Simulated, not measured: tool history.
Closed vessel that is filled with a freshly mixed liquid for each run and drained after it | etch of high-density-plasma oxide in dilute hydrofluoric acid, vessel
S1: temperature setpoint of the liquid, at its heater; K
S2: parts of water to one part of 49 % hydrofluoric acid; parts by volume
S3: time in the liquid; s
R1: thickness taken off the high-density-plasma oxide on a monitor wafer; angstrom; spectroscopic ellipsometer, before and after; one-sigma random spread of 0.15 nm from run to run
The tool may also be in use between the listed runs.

| run | day | S1 | S2 | S3 | R1 |
|---|---|---|---|---|---|
| 1 | 0.000 | 299.15 | 130 | 1670 | 713.88 |
| 2 | 0.104 | 297.15 | 140 | 1670 | 608.16 |
| 3 | 0.317 | 297.15 | 140 | 1795 | 648.49 |
| 4 | 0.700 | 294.15 | 140 | 1795 | 580.47 |
| 5 | 1.046 | 294.15 | 180 | 1795 | 432.50 |
| 6 | 1.354 | 293.15 | 180 | 1795 | 415.06 |

The next listed run, before its measurement:
| 7 | 1.454 | 292.65 | 180 | 1795 | ? |

{"run 7": {"R1": 407.42}}
